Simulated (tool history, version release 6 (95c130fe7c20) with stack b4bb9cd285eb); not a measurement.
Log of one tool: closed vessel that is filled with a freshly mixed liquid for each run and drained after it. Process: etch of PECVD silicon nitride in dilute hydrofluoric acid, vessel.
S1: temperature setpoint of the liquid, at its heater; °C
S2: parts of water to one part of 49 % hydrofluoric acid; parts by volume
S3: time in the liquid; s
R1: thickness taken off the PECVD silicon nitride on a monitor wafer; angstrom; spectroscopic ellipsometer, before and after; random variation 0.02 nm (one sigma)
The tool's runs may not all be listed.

run 1 hour=0 | S1=23 S2=105 S3=75 | R1=22.271
run 2 hour=3.9 | S1=23.5 S2=105 S3=75 | R1=23.027
run 3 hour=11.9 | S1=20.5 S2=105 S3=75 | R1=18.958
run 4 hour=18.1 | S1=18.5 S2=105 S3=75 | R1=16.435
run 5 hour=20.7 | S1=18.5 S2=85 S3=75 | R1=20.074
run 6 hour=29.9 | S1=17 S2=85 S3=75 | R1=18.237

Forecast run 7:
run 7 hour=35.3 | S1=18.5 S2=85 S3=75 | R1=?

R1: 20.187 angstrom
